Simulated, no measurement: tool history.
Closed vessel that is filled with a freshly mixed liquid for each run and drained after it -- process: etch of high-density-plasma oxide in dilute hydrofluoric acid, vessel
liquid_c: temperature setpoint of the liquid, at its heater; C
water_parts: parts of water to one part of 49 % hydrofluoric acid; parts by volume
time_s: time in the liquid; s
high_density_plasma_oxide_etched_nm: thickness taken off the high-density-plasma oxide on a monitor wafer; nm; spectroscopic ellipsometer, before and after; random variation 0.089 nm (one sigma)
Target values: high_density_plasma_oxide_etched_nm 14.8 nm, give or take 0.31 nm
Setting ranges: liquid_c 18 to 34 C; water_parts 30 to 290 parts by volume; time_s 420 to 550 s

run  hour  liquid_c  water_parts  time_s  high_density_plasma_oxide_etched_nm
  1     0        26          160     550                               16.821
  2   5.4        26          160     420                               12.971
  3   7.7        26          115     420                                18.94
  4  15.8        29          115     420                               21.379
  5  23.5        29          145     420                               16.232
  6  24.8      28.5          145     420                               15.992
  7  31.8        28          145     420                               15.729
  8  32.4      27.5          145     420                               15.553
  9    36        27          145     420                               15.225

5 next moves are on the table. One of them brings every result within its allowed miss. Which?
  A  39.6        26          165     525                                    ?
  B  39.6        28          165     465                                    ?
  C  39.6      27.5          165     505                                    ?
  D  39.6      27.5          140     420                                    ?
  E  39.6        29          165     485                                    ?

move  high_density_plasma_oxide_etched_nm
   A                               15.691
   B                               14.956
   C                               15.949
   D                               16.123
   E                               16.172
A: moves away from the targets compared with the last run
B: all results land within tolerance of their targets
C: moves away from the targets compared with the last run
D: moves away from the targets compared with the last run
E: moves away from the targets compared with the last run
The right move is B.
